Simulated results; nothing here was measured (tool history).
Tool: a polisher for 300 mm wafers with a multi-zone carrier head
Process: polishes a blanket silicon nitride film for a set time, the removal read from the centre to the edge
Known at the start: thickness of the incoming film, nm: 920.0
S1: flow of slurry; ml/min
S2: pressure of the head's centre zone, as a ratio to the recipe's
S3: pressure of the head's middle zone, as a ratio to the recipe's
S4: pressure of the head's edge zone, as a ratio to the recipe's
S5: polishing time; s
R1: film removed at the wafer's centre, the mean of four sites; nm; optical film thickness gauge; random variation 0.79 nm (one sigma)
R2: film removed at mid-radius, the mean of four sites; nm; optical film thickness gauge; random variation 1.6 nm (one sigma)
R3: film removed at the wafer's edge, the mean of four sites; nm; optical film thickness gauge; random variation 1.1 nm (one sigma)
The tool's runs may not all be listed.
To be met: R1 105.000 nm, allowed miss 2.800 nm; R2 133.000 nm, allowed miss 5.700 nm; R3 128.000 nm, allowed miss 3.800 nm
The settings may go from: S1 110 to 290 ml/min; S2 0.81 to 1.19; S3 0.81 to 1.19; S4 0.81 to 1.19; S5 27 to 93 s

run 1 hour=0.0 | S1=185 S2=1.00 S3=1.00 S4=1.00 S5=59 | R1=105.060 R2=105.400 R3=107.420
run 2 hour=7.9 | S1=185 S2=1.00 S3=1.03 S4=1.00 S5=59 | R1=105.230 R2=108.330 R3=108.320
run 3 hour=16.5 | S1=185 S2=1.00 S3=1.03 S4=1.06 S5=59 | R1=105.950 R2=109.160 R3=111.800
run 4 hour=21.8 | S1=185 S2=1.00 S3=1.03 S4=1.06 S5=49 | R1=88.497 R2=91.672 R3=92.451
run 5 hour=28.7 | S1=185 S2=0.92 S3=1.03 S4=1.06 S5=49 | R1=81.875 R2=89.080 R3=92.587
run 6 hour=36.4 | S1=190 S2=0.92 S3=1.06 S4=1.08 S5=51 | R1=86.059 R2=98.028 R3=96.909
run 7 hour=43.2 | S1=190 S2=0.91 S3=1.07 S4=1.10 S5=53 | R1=87.659 R2=103.080 R3=102.350
-- hour=50.5 slurry nozzle cleaned
run 8 hour=50.5 | S1=195 S2=0.91 S3=1.08 S4=1.11 S5=54 | R1=95.502 R2=113.880 R3=110.990
run 9 hour=51.2 | S1=205 S2=0.90 S3=1.08 S4=1.12 S5=54 | R1=96.124 R2=113.320 R3=109.630
run 10 hour=59.4 | S1=205 S2=0.89 S3=1.08 S4=1.13 S5=55 | R1=98.588 R2=116.070 R3=110.790
run 11 hour=60.3 | S1=200 S2=0.89 S3=1.09 S4=1.14 S5=56 | R1=98.504 R2=116.440 R3=115.230
run 12 hour=63.8 | S1=200 S2=0.88 S3=1.10 S4=1.15 S5=56 | R1=97.830 R2=116.830 R3=115.080

5 next moves are on the table. One of them brings every result within its allowed miss. Which?
run A hour=67.3 | S1=120 S2=0.85 S3=1.01 S4=1.19 S5=69 | R1=? R2=? R3=?
run B hour=67.3 | S1=250 S2=0.82 S3=1.09 S4=1.13 S5=61 | R1=? R2=? R3=?
run C hour=67.3 | S1=235 S2=0.91 S3=1.11 S4=1.12 S5=62 | R1=? R2=? R3=?
run D hour=67.3 | S1=165 S2=0.91 S3=0.96 S4=1.19 S5=66 | R1=? R2=? R3=?
run E hour=67.3 | S1=240 S2=0.81 S3=1.19 S4=1.19 S5=65 | R1=? R2=? R3=?

move=A R1=104.460 R2=124.410 R3=133.180
move=B R1=104.360 R2=133.980 R3=125.980
move=C R1=114.080 R2=137.220 R3=126.710
move=D R1=114.140 R2=122.310 R3=133.990
move=E R1=109.640 R2=153.200 R3=137.200
A: takes the result that was furthest off past its target
B: meets every target
C: brings the result that was furthest off to its target, and leaves another outside
D: takes the result that was furthest off past its target
E: takes the result that was furthest off past its target
Move B is the one to make.

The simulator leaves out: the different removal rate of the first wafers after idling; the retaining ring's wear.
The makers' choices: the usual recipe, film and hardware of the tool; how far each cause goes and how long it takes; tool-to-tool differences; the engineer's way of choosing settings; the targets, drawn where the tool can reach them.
